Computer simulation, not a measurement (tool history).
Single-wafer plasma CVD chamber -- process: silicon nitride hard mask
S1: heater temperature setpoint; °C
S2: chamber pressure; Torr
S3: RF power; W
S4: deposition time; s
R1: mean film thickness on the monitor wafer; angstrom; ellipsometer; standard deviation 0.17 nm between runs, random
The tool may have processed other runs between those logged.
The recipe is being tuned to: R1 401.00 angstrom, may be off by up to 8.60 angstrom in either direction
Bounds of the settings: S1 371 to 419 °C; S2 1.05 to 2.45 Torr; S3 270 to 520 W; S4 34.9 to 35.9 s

| run | hour | S1 | S2 | S3 | S4 | R1 |
|---|---|---|---|---|---|---|
| 1 | 0.0 | 395 | 1.75 | 395 | 34.9 | 491.64 |
| 2 | 4.5 | 395 | 1.75 | 340 | 34.9 | 450.26 |
| 3 | 13.2 | 387 | 1.75 | 340 | 34.9 | 449.64 |
| 4 | 21.7 | 387 | 1.69 | 335 | 34.9 | 440.44 |
| 5 | 23.3 | 387 | 1.69 | 335 | 35.9 | 452.86 |
| 6 | 31.7 | 387 | 1.63 | 335 | 35.9 | 448.98 |
| 7 | 39.5 | 387 | 1.57 | 335 | 35.9 | 435.58 |
| 8 | 40.4 | 387 | 1.57 | 335 | 35.9 | 436.66 |
| 9 | 41.3 | 387 | 1.54 | 335 | 35.9 | 434.48 |
| 10 | 47.4 | 387 | 1.51 | 335 | 35.9 | 430.32 |

Exercise: of the 4 proposed moves below, exactly one satisfies all targets within the stated allowed misses. Which move is it?
| A | 53.5 | 384 | 1.39 | 320 | 35.9 | ? |
| B | 53.5 | 383 | 1.31 | 415 | 35.9 | ? |
| C | 53.5 | 380 | 1.62 | 270 | 35.2 | ? |
| D | 53.5 | 389 | 1.27 | 325 | 35.1 | ? |

| move | R1 |
|---|---|
| A | 400.94 |
| B | 449.61 |
| C | 383.49 |
| D | 374.51 |
A: in spec on every target
B: its largest miss is bigger than the last run's
C: the result that was furthest off in the last run now lies on the other side of its target
D: the result that was furthest off in the last run now lies on the other side of its target
Correct choice: A, which meets every target
